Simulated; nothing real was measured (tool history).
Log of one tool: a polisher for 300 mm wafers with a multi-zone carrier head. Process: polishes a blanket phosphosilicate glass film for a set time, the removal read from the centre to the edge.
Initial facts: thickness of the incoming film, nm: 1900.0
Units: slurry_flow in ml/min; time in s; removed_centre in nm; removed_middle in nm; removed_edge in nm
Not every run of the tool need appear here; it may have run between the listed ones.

run 1 hour=0 | slurry_flow=165 centre_zone=1 middle_zone=1 edge_zone=1 slurry_solids=1 time=84 | removed_centre=432.03 removed_middle=429.42 removed_edge=407.76
run 2 hour=5.2 | slurry_flow=165 centre_zone=1 middle_zone=1 edge_zone=0.96 slurry_solids=1 time=84 | removed_centre=420.84 removed_middle=429.62 removed_edge=397.3
run 3 hour=9.3 | slurry_flow=170 centre_zone=0.99 middle_zone=1 edge_zone=0.99 slurry_solids=1.05 time=84 | removed_centre=441.78 removed_middle=441.51 removed_edge=422.75
run 4 hour=15.6 | slurry_flow=170 centre_zone=0.99 middle_zone=1 edge_zone=0.99 slurry_solids=1.2 time=84 | removed_centre=458.27 removed_middle=467.12 removed_edge=457
run 5 hour=21 | slurry_flow=170 centre_zone=0.99 middle_zone=1 edge_zone=0.99 slurry_solids=1.3 time=84 | removed_centre=483.97 removed_middle=492.56 removed_edge=463.36
run 6 hour=22.9 | slurry_flow=140 centre_zone=0.99 middle_zone=1 edge_zone=0.99 slurry_solids=1.3 time=84 | removed_centre=458.18 removed_middle=479.42 removed_edge=457.27

Expected results for the next run?
run 7 hour=27.5 | slurry_flow=150 centre_zone=0.99 middle_zone=1.01 edge_zone=1.02 slurry_solids=1.3 time=84 | removed_centre=? removed_middle=? removed_edge=?

{"run 7": {"removed_centre": 482.84, "removed_middle": 481, "removed_edge": 466.04}}
